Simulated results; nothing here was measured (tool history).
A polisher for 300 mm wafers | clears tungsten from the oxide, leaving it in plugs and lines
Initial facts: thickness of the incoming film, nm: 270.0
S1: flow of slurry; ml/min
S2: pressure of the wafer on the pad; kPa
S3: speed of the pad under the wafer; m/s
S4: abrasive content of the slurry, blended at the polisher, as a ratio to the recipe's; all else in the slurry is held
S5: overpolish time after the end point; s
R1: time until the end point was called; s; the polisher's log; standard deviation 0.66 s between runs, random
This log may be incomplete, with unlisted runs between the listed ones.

run  hour   S1    S2    S3   S4  S5      R1
  1   0.0  300  29.0  0.94  1.0  21  51.533
  2   5.7  300  26.9  0.94  1.0  21  54.072
  3   7.4  355  26.9  0.94  1.0  21  52.998
  4  10.6  355  33.8  0.94  1.0  21  43.563
  5  15.8  355  33.8  0.94  1.0  21  44.110
  6  20.3  355  33.8  1.08  1.0  21  38.523
  7  28.3  355  29.0  1.06  1.0  21  44.948
  8  33.8  355  25.5  1.06  1.0  21  50.560

For run 9, what comes out?
  9  35.0  355  17.9  1.04  1.0  21   ?

Run 9 came out at R1 68.959 s.
